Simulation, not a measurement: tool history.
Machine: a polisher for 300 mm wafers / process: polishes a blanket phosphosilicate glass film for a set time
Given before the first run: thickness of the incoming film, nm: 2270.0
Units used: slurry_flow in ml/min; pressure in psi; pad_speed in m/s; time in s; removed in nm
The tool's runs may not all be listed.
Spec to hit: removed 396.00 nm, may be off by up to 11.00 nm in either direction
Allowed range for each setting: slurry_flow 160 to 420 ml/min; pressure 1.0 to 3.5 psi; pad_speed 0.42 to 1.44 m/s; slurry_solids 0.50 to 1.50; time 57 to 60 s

run 1 day=0.000 | slurry_flow=270 pressure=2.2 pad_speed=0.92 slurry_solids=1.00 time=57 | removed=270.02
run 2 day=0.088 | slurry_flow=335 pressure=2.2 pad_speed=0.92 slurry_solids=1.00 time=57 | removed=279.16
run 3 day=0.442 | slurry_flow=340 pressure=2.4 pad_speed=0.92 slurry_solids=1.00 time=57 | removed=300.51
run 4 day=0.567 | slurry_flow=340 pressure=2.4 pad_speed=0.80 slurry_solids=1.00 time=57 | removed=272.30
run 5 day=0.896 | slurry_flow=340 pressure=2.4 pad_speed=0.66 slurry_solids=1.00 time=57 | removed=228.92
run 6 day=0.925 | slurry_flow=340 pressure=2.7 pad_speed=0.68 slurry_solids=1.00 time=57 | removed=264.20
run 7 day=1.238 | slurry_flow=345 pressure=3.3 pad_speed=0.76 slurry_solids=1.00 time=57 | removed=350.84
run 8 day=1.342 | slurry_flow=345 pressure=3.4 pad_speed=0.78 slurry_solids=1.00 time=57 | removed=369.15

Exactly one of the 4 candidate moves below puts every result within its allowed miss. Which one?
run A day=1.446 | slurry_flow=270 pressure=3.0 pad_speed=0.82 slurry_solids=0.95 time=59 | removed=?
run B day=1.446 | slurry_flow=275 pressure=3.5 pad_speed=0.78 slurry_solids=1.05 time=59 | removed=?
run C day=1.446 | slurry_flow=350 pressure=3.4 pad_speed=0.78 slurry_solids=0.90 time=57 | removed=?
run D day=1.446 | slurry_flow=315 pressure=3.5 pad_speed=0.68 slurry_solids=1.20 time=58 | removed=?

move=A removed=333.89
move=B removed=392.56
move=C removed=349.52
move=D removed=373.19
A: lands further from the targets than the last run did
B: all results land within tolerance of their targets
C: lands further from the targets than the last run did
D: better than the last run, though not everything is in spec
B meets every target.

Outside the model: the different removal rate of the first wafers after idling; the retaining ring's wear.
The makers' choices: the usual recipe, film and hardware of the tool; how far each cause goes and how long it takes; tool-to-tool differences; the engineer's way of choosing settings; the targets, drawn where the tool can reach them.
